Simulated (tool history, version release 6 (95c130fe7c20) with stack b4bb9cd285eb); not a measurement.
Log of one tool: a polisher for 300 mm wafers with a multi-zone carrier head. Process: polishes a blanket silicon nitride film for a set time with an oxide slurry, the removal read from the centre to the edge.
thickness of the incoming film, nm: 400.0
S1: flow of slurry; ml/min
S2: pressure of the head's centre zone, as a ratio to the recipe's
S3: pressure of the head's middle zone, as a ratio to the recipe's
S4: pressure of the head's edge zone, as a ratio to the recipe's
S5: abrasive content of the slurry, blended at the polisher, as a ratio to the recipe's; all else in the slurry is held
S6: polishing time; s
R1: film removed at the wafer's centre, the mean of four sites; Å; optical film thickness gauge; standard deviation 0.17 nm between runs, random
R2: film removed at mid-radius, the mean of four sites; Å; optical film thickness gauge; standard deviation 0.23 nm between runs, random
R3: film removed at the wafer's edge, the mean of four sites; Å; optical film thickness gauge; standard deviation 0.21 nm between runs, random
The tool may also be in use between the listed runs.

run    day   S1    S2    S3    S4    S5  S6      R1      R2      R3
  1      0  300     1     1     1     1  60  330.62  316.41  331.16
  2  0.071  300  0.97     1     1     1  60  321.83  326.09  331.44
  3  0.388  300  0.97  0.94     1     1  60  323.03  309.74  332.48
  4   0.55  300  0.97   0.9     1     1  60  319.86  301.39   334.6
  5  0.629  300  0.97   0.9     1   0.9  60  304.19   285.5   314.3
  6  0.829  285  0.92  0.87  1.01  0.75  59  250.55  244.65  271.93

Expected results for the next run?
  7  1.112  285  0.92  0.87  1.01  0.75  59   ?   ?   ?

For run 7 the tool returned R1 248.1 Å, R2 244.95 Å, R3 273.2 Å.
